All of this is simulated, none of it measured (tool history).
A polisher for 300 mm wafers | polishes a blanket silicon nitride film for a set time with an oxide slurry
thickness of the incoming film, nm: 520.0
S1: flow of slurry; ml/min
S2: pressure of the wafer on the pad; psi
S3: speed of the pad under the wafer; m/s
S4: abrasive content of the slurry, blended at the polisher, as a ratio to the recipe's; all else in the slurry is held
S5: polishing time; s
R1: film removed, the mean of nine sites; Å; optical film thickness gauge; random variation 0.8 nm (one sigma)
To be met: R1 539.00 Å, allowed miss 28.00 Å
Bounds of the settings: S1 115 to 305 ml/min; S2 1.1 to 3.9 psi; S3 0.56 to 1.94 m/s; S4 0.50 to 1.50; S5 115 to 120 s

run	day	S1	S2	S3	S4	S5	R1
1	0.000	195	2.5	1.24	1.00	115	679.78
2	0.362	195	2.5	1.24	1.00	115	689.86
3	0.433	195	2.3	1.22	1.00	115	628.18
4	0.754	195	2.3	1.22	1.15	115	668.25
5	1.058	195	2.3	1.22	1.30	115	726.64
6	1.296	195	2.3	1.22	1.30	115	704.75
7	1.429	195	2.1	1.20	1.30	115	623.18
8	1.758	195	2.0	1.20	1.30	115	600.80
9	1.800	195	1.9	1.20	1.30	115	564.77

5 next moves are on the table. One of them brings every result within its allowed miss. Which?
A	1.842	155	2.1	1.34	1.10	115	?
B	1.842	175	2.0	1.30	1.30	115	?
C	1.842	205	1.8	1.42	1.25	118	?
D	1.842	125	2.0	1.12	1.30	115	?
E	1.842	190	2.2	1.10	1.30	115	?

move	R1
A	623.05
B	637.31
C	639.49
D	527.67
E	619.41
A: further off than the last run
B: further off than the last run
C: further off than the last run
D: meets every target
E: further off than the last run
The right move is D.

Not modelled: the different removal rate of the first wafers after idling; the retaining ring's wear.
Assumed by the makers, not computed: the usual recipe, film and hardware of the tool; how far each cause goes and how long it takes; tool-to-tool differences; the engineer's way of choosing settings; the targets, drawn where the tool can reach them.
